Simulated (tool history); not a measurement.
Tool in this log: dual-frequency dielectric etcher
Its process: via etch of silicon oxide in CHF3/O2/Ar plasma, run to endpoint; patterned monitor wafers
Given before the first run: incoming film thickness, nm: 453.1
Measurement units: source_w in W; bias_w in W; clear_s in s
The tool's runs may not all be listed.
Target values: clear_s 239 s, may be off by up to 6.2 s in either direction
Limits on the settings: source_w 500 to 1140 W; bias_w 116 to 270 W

run,hour,source_w,bias_w,clear_s
1,0,820,193,201.91
2,6.6,940,193,191.1
3,11.5,940,211,188.06
4,15.6,940,227,182.6
5,23.4,880,227,188.06
6,32.1,770,227,196.22
7,34.3,740,221,204.58
8,42.5,580,204,228.31
9,50.3,570,203,229.67

Exercise: of the 4 proposed moves below, exactly one satisfies all targets within the stated allowed misses. Which move is it?
A,58.1,600,211,?
B,58.1,500,212,?
C,58.1,600,217,?
D,58.1,660,178,?

move,clear_s
A,222.31
B,239.24
C,220.43
D,224.78
A: the biggest miss grows against the last run
B: meets every target
C: the biggest miss grows against the last run
D: the biggest miss grows against the last run
B is the move that brings every result within its allowed miss.

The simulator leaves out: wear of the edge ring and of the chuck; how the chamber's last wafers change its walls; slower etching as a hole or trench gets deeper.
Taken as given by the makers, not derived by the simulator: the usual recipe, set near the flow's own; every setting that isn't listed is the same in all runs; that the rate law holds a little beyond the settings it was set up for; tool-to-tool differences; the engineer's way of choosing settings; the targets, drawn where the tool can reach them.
